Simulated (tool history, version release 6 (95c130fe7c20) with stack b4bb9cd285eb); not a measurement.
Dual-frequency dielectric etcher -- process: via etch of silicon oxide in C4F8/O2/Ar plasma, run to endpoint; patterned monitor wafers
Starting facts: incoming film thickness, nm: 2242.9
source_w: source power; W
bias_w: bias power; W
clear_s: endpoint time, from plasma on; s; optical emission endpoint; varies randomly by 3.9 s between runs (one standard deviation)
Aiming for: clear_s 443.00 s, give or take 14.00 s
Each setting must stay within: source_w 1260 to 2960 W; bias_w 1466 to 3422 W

run 1 hour=0.0 | source_w=2110 bias_w=2444 | clear_s=372.43
run 2 hour=3.8 | source_w=2320 bias_w=2444 | clear_s=357.34
run 3 hour=6.8 | source_w=2450 bias_w=2444 | clear_s=342.42
run 4 hour=12.4 | source_w=2220 bias_w=2444 | clear_s=364.81
run 5 hour=16.1 | source_w=2070 bias_w=2382 | clear_s=385.93
run 6 hour=20.2 | source_w=2070 bias_w=2016 | clear_s=408.11
run 7 hour=24.2 | source_w=2010 bias_w=1996 | clear_s=415.29
run 8 hour=26.7 | source_w=2010 bias_w=1996 | clear_s=409.73
run 9 hour=32.8 | source_w=1950 bias_w=1973 | clear_s=424.31
run 10 hour=39.5 | source_w=1920 bias_w=1963 | clear_s=427.91

Below are 4 possible settings for the next run. Only one of them brings all results inside the allowed miss of their targets. Which is it?
run A hour=46.2 | source_w=1810 bias_w=1925 | clear_s=?
run B hour=46.2 | source_w=2070 bias_w=1936 | clear_s=?
run C hour=46.2 | source_w=1950 bias_w=2237 | clear_s=?
run D hour=46.2 | source_w=2000 bias_w=2054 | clear_s=?

move=A clear_s=445.13
move=B clear_s=413.33
move=C clear_s=404.39
move=D clear_s=411.81
A: every result within its allowed miss
B: the biggest miss grows against the last run
C: the biggest miss grows against the last run
D: the biggest miss grows against the last run
Go with A: it meets all targets.

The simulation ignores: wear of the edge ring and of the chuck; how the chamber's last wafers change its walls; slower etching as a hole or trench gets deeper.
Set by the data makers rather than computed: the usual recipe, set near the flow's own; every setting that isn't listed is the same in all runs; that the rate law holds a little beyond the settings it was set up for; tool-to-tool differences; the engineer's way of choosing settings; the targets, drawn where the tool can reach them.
